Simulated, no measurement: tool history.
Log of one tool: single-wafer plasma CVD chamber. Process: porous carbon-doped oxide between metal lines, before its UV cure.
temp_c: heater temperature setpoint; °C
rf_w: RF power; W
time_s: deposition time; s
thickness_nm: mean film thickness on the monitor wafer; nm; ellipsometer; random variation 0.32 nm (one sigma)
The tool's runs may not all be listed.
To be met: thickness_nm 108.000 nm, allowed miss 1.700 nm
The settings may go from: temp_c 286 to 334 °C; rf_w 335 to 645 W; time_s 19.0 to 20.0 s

| run | hour | temp_c | rf_w | time_s | thickness_nm |
|---|---|---|---|---|---|
| 1 | 0.0 | 310 | 490 | 20.0 | 99.242 |
| 2 | 6.2 | 310 | 455 | 20.0 | 94.919 |
| 3 | 14.5 | 310 | 455 | 20.0 | 95.011 |
| 4 | 23.0 | 305 | 460 | 20.0 | 98.228 |
| 5 | 24.7 | 301 | 465 | 20.0 | 100.590 |
| 6 | 28.4 | 296 | 465 | 20.0 | 103.420 |
| 7 | 34.4 | 294 | 465 | 20.0 | 104.280 |
| 8 | 42.4 | 292 | 465 | 20.0 | 105.930 |
| 9 | 51.3 | 291 | 465 | 20.0 | 105.720 |

Which of these 5 next moves meets every target?
| A | 60.2 | 293 | 535 | 19.8 | ? |
| B | 60.2 | 287 | 525 | 19.6 | ? |
| C | 60.2 | 291 | 475 | 20.0 | ? |
| D | 60.2 | 289 | 510 | 20.0 | ? |
| E | 60.2 | 290 | 415 | 20.0 | ? |

| move | thickness_nm |
|---|---|
| A | 111.890 |
| B | 113.210 |
| C | 107.050 |
| D | 112.430 |
| E | 99.578 |
A: takes the result that was furthest off past its target
B: takes the result that was furthest off past its target
C: meets every target
D: takes the result that was furthest off past its target
E: further off than the last run
Move C is the one to make.
